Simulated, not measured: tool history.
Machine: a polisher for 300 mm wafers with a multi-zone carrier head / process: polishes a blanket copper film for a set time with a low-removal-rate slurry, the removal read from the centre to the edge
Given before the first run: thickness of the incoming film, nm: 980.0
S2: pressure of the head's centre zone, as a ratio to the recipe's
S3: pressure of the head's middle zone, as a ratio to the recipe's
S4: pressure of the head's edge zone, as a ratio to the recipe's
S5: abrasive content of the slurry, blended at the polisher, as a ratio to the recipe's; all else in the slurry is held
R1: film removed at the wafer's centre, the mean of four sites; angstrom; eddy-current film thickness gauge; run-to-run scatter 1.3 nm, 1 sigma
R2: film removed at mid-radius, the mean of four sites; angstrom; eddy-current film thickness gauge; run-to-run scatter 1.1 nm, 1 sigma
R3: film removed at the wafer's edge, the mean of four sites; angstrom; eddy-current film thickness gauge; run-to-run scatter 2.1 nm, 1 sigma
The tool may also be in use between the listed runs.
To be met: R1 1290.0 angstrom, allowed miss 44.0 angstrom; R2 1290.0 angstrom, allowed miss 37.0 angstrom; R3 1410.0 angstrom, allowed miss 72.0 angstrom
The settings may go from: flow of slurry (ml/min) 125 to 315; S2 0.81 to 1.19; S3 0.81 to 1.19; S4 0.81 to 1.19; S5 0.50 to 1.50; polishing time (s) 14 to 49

run 1 day=0.000 | flow_of_slurry_(ml/min)=205 S2=1.00 S3=1.00 S4=1.00 S5=1.00 polishing_time_(s)=31 | R1=1033.4 R2=1024.6 R3=1042.7
run 2 day=0.358 | flow_of_slurry_(ml/min)=205 S2=1.00 S3=1.04 S4=1.00 S5=1.00 polishing_time_(s)=31 | R1=1081.8 R2=1087.2 R3=1036.3
run 3 day=0.583 | flow_of_slurry_(ml/min)=210 S2=1.00 S3=1.03 S4=1.03 S5=1.10 polishing_time_(s)=32 | R1=1115.6 R2=1136.9 R3=1126.3
run 4 day=0.829 | flow_of_slurry_(ml/min)=240 S2=1.00 S3=1.03 S4=1.03 S5=1.10 polishing_time_(s)=32 | R1=1138.1 R2=1139.3 R3=1108.8
run 5 day=0.988 | flow_of_slurry_(ml/min)=275 S2=1.00 S3=1.03 S4=1.03 S5=1.10 polishing_time_(s)=32 | R1=1175.1 R2=1178.3 R3=1157.3
run 6 day=1.346 | flow_of_slurry_(ml/min)=255 S2=1.00 S3=1.03 S4=1.03 S5=1.10 polishing_time_(s)=32 | R1=1155.3 R2=1160.8 R3=1133.9
run 7 day=1.700 | flow_of_slurry_(ml/min)=255 S2=1.00 S3=1.02 S4=1.05 S5=1.15 polishing_time_(s)=32 | R1=1178.9 R2=1178.5 R3=1148.4
run 8 day=1.750 | flow_of_slurry_(ml/min)=250 S2=0.99 S3=0.99 S4=1.07 S5=1.20 polishing_time_(s)=33 | R1=1212.3 R2=1177.3 R3=1255.4

Exactly one of the 4 candidate moves below puts every result within its allowed miss. Which one?
run A day=1.800 | flow_of_slurry_(ml/min)=255 S2=0.93 S3=0.95 S4=1.07 S5=1.10 polishing_time_(s)=38 | R1=? R2=? R3=?
run B day=1.800 | flow_of_slurry_(ml/min)=290 S2=0.92 S3=1.05 S4=1.11 S5=1.00 polishing_time_(s)=35 | R1=? R2=? R3=?
run C day=1.800 | flow_of_slurry_(ml/min)=290 S2=0.84 S3=1.04 S4=1.10 S5=1.35 polishing_time_(s)=36 | R1=? R2=? R3=?
run D day=1.800 | flow_of_slurry_(ml/min)=265 S2=0.97 S3=1.06 S4=1.03 S5=1.20 polishing_time_(s)=31 | R1=? R2=? R3=?

move=A R1=1282.3 R2=1278.9 R3=1373.1
move=B R1=1159.8 R2=1269.5 R3=1269.9
move=C R1=1173.3 R2=1397.1 R3=1402.0
move=D R1=1122.0 R2=1174.9 R3=1125.7
A: all results land within tolerance of their targets
B: gets the furthest-off result to its target, but another result is out of tolerance
C: the result that was furthest off in the last run now lies on the other side of its target
D: further off than the last run
So the answer is move A, the one that meets all the targets.

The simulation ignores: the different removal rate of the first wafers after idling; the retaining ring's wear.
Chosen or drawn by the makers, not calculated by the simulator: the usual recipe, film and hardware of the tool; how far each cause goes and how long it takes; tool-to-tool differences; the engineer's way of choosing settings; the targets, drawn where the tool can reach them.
